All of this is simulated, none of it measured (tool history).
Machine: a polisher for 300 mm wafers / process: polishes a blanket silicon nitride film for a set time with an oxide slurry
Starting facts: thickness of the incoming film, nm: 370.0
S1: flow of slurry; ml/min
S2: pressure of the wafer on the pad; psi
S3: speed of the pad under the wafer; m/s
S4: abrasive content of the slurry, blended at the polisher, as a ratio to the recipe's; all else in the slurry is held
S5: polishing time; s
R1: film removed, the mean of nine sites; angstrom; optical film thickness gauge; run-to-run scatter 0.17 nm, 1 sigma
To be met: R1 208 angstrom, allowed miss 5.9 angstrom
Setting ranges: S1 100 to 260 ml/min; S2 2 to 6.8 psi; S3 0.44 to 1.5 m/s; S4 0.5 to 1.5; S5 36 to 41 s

| run | day | S1 | S2 | S3 | S4 | S5 | R1 |
|---|---|---|---|---|---|---|---|
| 1 | 0 | 165 | 4.4 | 0.96 | 1 | 41 | 302.38 |
| 2 | 0.171 | 165 | 3.8 | 0.96 | 1 | 41 | 274.59 |
| 3 | 0.446 | 165 | 3.1 | 0.96 | 1 | 41 | 233.85 |
| 4 | 0.754 | 165 | 3.1 | 0.96 | 1 | 41 | 232.94 |
| 5 | 0.954 | 185 | 3.1 | 0.96 | 1 | 41 | 237.17 |
| 6 | 1.117 | 185 | 3.9 | 0.96 | 1 | 41 | 284.56 |
| 7 | 1.25 | 170 | 3.5 | 0.96 | 1 | 41 | 254.37 |
| 8 | 1.383 | 160 | 3.3 | 0.96 | 1 | 41 | 245.19 |
| 9 | 1.754 | 160 | 2.4 | 0.96 | 1 | 41 | 190.28 |
| 10 | 2.021 | 195 | 2.7 | 0.96 | 1 | 41 | 212.38 |

4 candidate next runs follow, results not yet known. Just one meets every target within its allowed miss. Identify it.
| A | 2.288 | 190 | 3.9 | 0.84 | 0.8 | 41 | ? |
| B | 2.288 | 185 | 3.7 | 0.62 | 1.45 | 37 | ? |
| C | 2.288 | 195 | 3.1 | 0.88 | 1 | 41 | ? |
| D | 2.288 | 180 | 2.7 | 1 | 1 | 41 | ? |

| move | R1 |
|---|---|
| A | 220.86 |
| B | 205.4 |
| C | 222.56 |
| D | 220.54 |
A: further off than the last run
B: each result inside its tolerance
C: further off than the last run
D: further off than the last run
Correct choice: B, which meets every target
